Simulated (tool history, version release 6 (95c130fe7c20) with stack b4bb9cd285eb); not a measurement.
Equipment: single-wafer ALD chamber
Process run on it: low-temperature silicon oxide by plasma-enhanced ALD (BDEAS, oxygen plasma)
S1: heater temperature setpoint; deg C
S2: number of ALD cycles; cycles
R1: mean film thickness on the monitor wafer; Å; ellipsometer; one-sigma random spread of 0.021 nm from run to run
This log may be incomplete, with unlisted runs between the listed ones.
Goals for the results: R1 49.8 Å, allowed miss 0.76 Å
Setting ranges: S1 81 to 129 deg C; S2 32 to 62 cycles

run 1 day=0 | S1=105 S2=47 | R1=65.055
run 2 day=0.138 | S1=105 S2=51 | R1=70.198
run 3 day=0.433 | S1=96 S2=51 | R1=71.967
run 4 day=0.796 | S1=96 S2=45 | R1=63.638
run 5 day=1.112 | S1=96 S2=50 | R1=71.221
run 6 day=1.312 | S1=99 S2=48 | R1=67.819
run 7 day=1.521 | S1=101 S2=46 | R1=63.46
run 8 day=1.571 | S1=104 S2=45 | R1=62.292
run 9 day=1.688 | S1=106 S2=44 | R1=60.239
run 10 day=1.733 | S1=108 S2=43 | R1=58.964
run 11 day=1.925 | S1=110 S2=42 | R1=57.537
run 12 day=2.238 | S1=111 S2=41 | R1=55.714
run 13 day=2.592 | S1=112 S2=41 | R1=56.389
run 14 day=2.896 | S1=113 S2=40 | R1=54.595
run 15 day=3.083 | S1=114 S2=40 | R1=54.399
run 16 day=3.208 | S1=121 S2=36 | R1=48.154
run 17 day=3.388 | S1=120 S2=36 | R1=48.232
run 18 day=3.617 | S1=119 S2=36 | R1=48.507
run 19 day=3.712 | S1=118 S2=36 | R1=48.362
run 20 day=3.775 | S1=117 S2=36 | R1=48.425

Exercise: of the 4 proposed moves below, exactly one satisfies all targets within the stated allowed misses. Which move is it?
run A day=3.838 | S1=110 S2=34 | R1=?
run B day=3.838 | S1=114 S2=35 | R1=?
run C day=3.838 | S1=122 S2=37 | R1=?
run D day=3.838 | S1=113 S2=34 | R1=?

move=A R1=46.652
move=B R1=47.654
move=C R1=49.594
move=D R1=46.383
A: the biggest miss grows against the last run
B: the biggest miss grows against the last run
C: all results in spec
D: the biggest miss grows against the last run
Correct choice: C, which meets every target
